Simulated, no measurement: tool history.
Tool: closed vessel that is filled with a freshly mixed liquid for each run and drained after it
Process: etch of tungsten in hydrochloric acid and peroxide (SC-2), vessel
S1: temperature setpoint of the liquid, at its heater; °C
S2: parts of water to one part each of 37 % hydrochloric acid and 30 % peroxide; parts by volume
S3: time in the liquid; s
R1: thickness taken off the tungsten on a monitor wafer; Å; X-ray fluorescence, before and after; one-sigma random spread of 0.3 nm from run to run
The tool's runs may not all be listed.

run	hour	S1	S2	S3	R1
1	0.0	58.0	7.0	85	394.44
2	2.6	58.0	7.0	85	391.77
3	11.0	58.0	5.5	85	478.16
4	13.0	58.0	7.0	85	393.81
5	13.7	58.0	6.0	85	447.36
6	21.4	58.0	4.0	85	597.14
7	30.1	58.5	4.0	85	610.15

Estimate the outcome of run 8 from the log above:
8	38.9	58.5	4.0	85	?

R1: 608.64 Å

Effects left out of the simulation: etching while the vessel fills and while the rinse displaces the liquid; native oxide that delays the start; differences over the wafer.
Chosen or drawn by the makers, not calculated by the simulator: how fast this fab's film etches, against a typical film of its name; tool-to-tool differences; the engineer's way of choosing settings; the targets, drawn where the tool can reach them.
